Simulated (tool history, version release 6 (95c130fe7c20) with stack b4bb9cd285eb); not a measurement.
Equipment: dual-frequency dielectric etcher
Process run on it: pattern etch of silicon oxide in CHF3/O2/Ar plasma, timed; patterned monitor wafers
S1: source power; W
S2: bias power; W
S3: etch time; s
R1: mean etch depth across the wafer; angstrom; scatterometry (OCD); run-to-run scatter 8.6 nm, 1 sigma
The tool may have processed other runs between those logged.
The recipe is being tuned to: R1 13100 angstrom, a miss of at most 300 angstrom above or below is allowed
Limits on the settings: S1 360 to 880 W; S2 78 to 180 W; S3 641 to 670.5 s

run	day	S1	S2	S3	R1
1	0	620	129	641	11245
2	0.158	510	129	641	10713
3	0.258	550	133	642.5	10930
4	0.529	550	133	670.5	11423
5	0.654	580	136	670.5	11824
6	0.879	600	138	670.5	11895
7	1.112	620	140	670.5	12086
8	1.283	640	142	670.5	12251
9	1.558	660	143	670.5	12417
10	1.821	670	144	670.5	12496

5 candidate next runs follow, results not yet known. Just one meets every target within its allowed miss. Identify it.
A	2.083	830	167	652	?
B	2.083	690	143	663.5	?
C	2.083	790	142	665.5	?
D	2.083	660	152	655	?
E	2.083	520	156	660	?

move	R1
A	13768
B	12522
C	13063
D	12465
E	11832
A: takes the biggest miss from the last run beyond its target
B: just as far off the targets as the last run
C: meets every target
D: misses by more than the last run did
E: misses by more than the last run did
So the answer is move C, the one that meets all the targets.
